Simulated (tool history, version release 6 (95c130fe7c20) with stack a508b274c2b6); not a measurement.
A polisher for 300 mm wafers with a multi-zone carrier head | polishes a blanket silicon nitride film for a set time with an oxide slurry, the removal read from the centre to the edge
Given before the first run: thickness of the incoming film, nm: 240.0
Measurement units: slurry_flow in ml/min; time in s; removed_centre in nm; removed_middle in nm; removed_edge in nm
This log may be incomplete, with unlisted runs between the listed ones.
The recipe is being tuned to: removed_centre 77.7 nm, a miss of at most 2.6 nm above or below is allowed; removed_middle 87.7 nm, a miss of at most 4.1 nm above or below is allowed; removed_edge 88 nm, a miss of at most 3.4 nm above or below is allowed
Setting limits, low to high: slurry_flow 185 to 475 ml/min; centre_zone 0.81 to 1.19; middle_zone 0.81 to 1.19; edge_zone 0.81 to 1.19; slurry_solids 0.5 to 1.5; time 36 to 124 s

| run | hour | slurry_flow | centre_zone | middle_zone | edge_zone | slurry_solids | time | removed_centre | removed_middle | removed_edge |
|---|---|---|---|---|---|---|---|---|---|---|
| 1 | 0 | 305 | 1 | 1 | 1 | 1 | 79 | 65.309 | 69.803 | 66.771 |
| 2 | 1.5 | 305 | 1 | 1 | 1.02 | 1.05 | 79 | 68.103 | 70.168 | 69.856 |
| 3 | 6.1 | 305 | 0.99 | 1.02 | 1.04 | 1.1 | 79 | 67.905 | 73.494 | 71.457 |
| 4 | 10.6 | 305 | 0.99 | 1.03 | 1.06 | 1.15 | 79 | 68.284 | 73.68 | 71.307 |
| 5 | 17.4 | 305 | 0.98 | 1.03 | 1.07 | 1.2 | 80 | 72.692 | 74.844 | 75.008 |
| 6 | 24.2 | 305 | 0.98 | 1 | 1.07 | 1.2 | 80 | 71.286 | 74.476 | 74.94 |
| 7 | 31.6 | 305 | 0.96 | 1.01 | 1.08 | 1.25 | 81 | 72.4 | 76.282 | 76.426 |
| 8 | 34.5 | 305 | 0.94 | 1.02 | 1.09 | 1.3 | 82 | 72.837 | 81.565 | 80.163 |

Which of these 5 next moves meets every target?
| A | 37.4 | 335 | 0.88 | 0.88 | 1.1 | 1.15 | 92 | ? | ? | ? |
| B | 37.4 | 320 | 0.87 | 1 | 1.04 | 1.4 | 89 | ? | ? | ? |
| C | 37.4 | 335 | 1 | 1.19 | 0.87 | 1.3 | 80 | ? | ? | ? |
| D | 37.4 | 340 | 0.89 | 0.91 | 1.19 | 1.35 | 81 | ? | ? | ? |
| E | 37.4 | 370 | 1.06 | 0.98 | 0.99 | 1.5 | 78 | ? | ? | ? |

| move | removed_centre | removed_middle | removed_edge |
|---|---|---|---|
| A | 75.931 | 73.948 | 86.538 |
| B | 78.445 | 85.671 | 88.117 |
| C | 76.213 | 87.209 | 72.295 |
| D | 71.945 | 71.432 | 83.85 |
| E | 82.434 | 76.569 | 78.504 |
A: corrects the largest miss of the last run, while another result sits out of spec
B: meets every target
C: misses by more than the last run did
D: misses by more than the last run did
E: misses by more than the last run did
B is the move that brings every result within its allowed miss.
